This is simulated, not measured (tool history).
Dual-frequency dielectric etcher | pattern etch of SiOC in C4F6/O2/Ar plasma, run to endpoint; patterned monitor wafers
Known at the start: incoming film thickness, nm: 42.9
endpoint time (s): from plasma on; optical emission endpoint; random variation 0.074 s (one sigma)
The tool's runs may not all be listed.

run 1 hour=0.0 | bias_power_(W)=646 source_power_(W)=380 | endpoint_time_(s)=12.779
run 2 hour=5.4 | bias_power_(W)=646 source_power_(W)=430 | endpoint_time_(s)=12.118
run 3 hour=6.5 | bias_power_(W)=591 source_power_(W)=420 | endpoint_time_(s)=12.634
run 4 hour=10.4 | bias_power_(W)=548 source_power_(W)=410 | endpoint_time_(s)=13.194
run 5 hour=16.9 | bias_power_(W)=514 source_power_(W)=410 | endpoint_time_(s)=13.508
run 6 hour=17.7 | bias_power_(W)=488 source_power_(W)=410 | endpoint_time_(s)=13.863
run 7 hour=20.8 | bias_power_(W)=471 source_power_(W)=410 | endpoint_time_(s)=13.873

Forecast run 8:
run 8 hour=24.3 | bias_power_(W)=453 source_power_(W)=410 | endpoint_time_(s)=?

endpoint time (s): 14.121

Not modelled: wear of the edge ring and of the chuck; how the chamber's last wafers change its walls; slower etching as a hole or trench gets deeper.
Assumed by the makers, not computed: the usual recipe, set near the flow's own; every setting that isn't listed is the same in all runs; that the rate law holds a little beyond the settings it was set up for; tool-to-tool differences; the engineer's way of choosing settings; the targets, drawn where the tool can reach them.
